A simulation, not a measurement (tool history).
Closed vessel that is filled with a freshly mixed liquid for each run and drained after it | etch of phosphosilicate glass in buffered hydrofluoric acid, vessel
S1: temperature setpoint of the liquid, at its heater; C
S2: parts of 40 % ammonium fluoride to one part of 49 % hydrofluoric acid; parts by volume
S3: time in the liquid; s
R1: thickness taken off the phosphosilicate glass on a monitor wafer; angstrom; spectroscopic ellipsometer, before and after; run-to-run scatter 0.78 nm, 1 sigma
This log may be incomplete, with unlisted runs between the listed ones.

run    day    S1    S2  S3      R1
  1      0    23  18.5  85  2119.3
  2    0.2    23  18.5  90  2227.5
  3  0.529    23  13.5  90  3035.7
  4  0.592  20.5  13.5  90  2650.3
  5  0.762    20    16  90    2196
  6  0.942    20    16  85  2071.9
  7  1.162  19.5  17.5  85  1861.6
  8  1.496    19    19  85  1649.8
  9  1.621    17  24.5  85  1242.6
 10  1.921    17    25  85    1185
 11  2.292    17  25.5  85  1194.8

Run 12, settings as shown, results not yet in. Your forecast:
 12  2.492  17  26  85   ?

Run 12 produced R1 1179.5 angstrom.
